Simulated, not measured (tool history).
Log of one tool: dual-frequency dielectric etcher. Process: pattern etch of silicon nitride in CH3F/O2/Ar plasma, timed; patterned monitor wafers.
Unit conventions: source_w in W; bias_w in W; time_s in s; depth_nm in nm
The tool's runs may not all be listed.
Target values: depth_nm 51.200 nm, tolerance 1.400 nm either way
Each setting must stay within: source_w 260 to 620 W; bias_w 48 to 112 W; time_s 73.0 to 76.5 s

Run 1, hour 0.0: source_w 440 W, bias_w 80 W, time_s 73.0 s. Result: depth_nm 60.507 nm.
Run 2, hour 1.9: source_w 410 W, bias_w 77 W, time_s 73.0 s. Result: depth_nm 58.528 nm.
Run 3, hour 6.6: source_w 410 W, bias_w 87 W, time_s 73.0 s. Result: depth_nm 61.575 nm.
Run 4, hour 8.7: source_w 490 W, bias_w 87 W, time_s 73.0 s. Result: depth_nm 64.616 nm.
Run 5, hour 16.4: source_w 450 W, bias_w 80 W, time_s 73.0 s. Result: depth_nm 61.320 nm.
Run 6, hour 22.1: source_w 530 W, bias_w 80 W, time_s 73.0 s. Result: depth_nm 63.948 nm.
Run 7, hour 27.1: source_w 490 W, bias_w 74 W, time_s 73.0 s. Result: depth_nm 60.544 nm.
Run 8, hour 31.7: source_w 460 W, bias_w 70 W, time_s 73.0 s. Result: depth_nm 57.602 nm.

Pick the move, out of 5, that brings all results within their allowed miss; only one does.
Run A, hour 36.3: source_w 380 W, bias_w 85 W, time_s 74.5 s. Result: depth_nm ?.
Run B, hour 36.3: source_w 510 W, bias_w 81 W, time_s 76.5 s. Result: depth_nm ?.
Run C, hour 36.3: source_w 460 W, bias_w 70 W, time_s 76.0 s. Result: depth_nm ?.
Run D, hour 36.3: source_w 390 W, bias_w 59 W, time_s 73.0 s. Result: depth_nm ?.
Run E, hour 36.3: source_w 480 W, bias_w 74 W, time_s 73.5 s. Result: depth_nm ?.

move  depth_nm
   A    60.834
   B    66.523
   C    60.265
   D    51.325
   E    60.422
A: the biggest miss grows against the last run
B: the biggest miss grows against the last run
C: the biggest miss grows against the last run
D: in spec on every target
E: the biggest miss grows against the last run
D is the move that brings every result within its allowed miss.
